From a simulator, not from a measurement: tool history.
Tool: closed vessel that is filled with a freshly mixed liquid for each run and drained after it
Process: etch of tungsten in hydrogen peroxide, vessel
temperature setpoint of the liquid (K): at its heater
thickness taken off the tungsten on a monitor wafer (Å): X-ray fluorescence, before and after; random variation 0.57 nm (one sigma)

run  hour  temperature setpoint of the liquid (K)  concentration of hydrogen peroxide in the mixed liquid (% by weight)  time in the liquid (s)  thickness taken off the tungsten on a monitor wafer (Å)
  1   0.0                                  326.15                                                                  25.5                     105                                                   1468.8
  2   7.2                                  326.15                                                                  29.5                     105                                                   1586.6
  3  14.3                                  333.15                                                                  29.5                     105                                                   2389.7
  4  22.4                                  329.15                                                                  29.5                     105                                                   1892.5
  5  26.2                                  329.15                                                                  29.5                     115                                                   2097.4
  6  34.6                                  329.15                                                                  29.5                     105                                                   1903.0
  7  37.6                                  326.15                                                                  29.5                     105                                                   1583.2
  8  45.7                                  324.15                                                                  29.5                     105                                                   1401.5
  9  52.9                                  322.65                                                                  29.5                     105                                                   1281.2
 10  57.7                                  321.65                                                                  29.5                     105                                                   1204.8
 11  64.3                                  320.65                                                                  29.5                     105                                                   1145.3

The next listed run, before its measurement:
 12  65.9                                  320.15                                                                  29.5                     105                                                        ?

thickness taken off the tungsten on a monitor wafer (Å): 1102.7
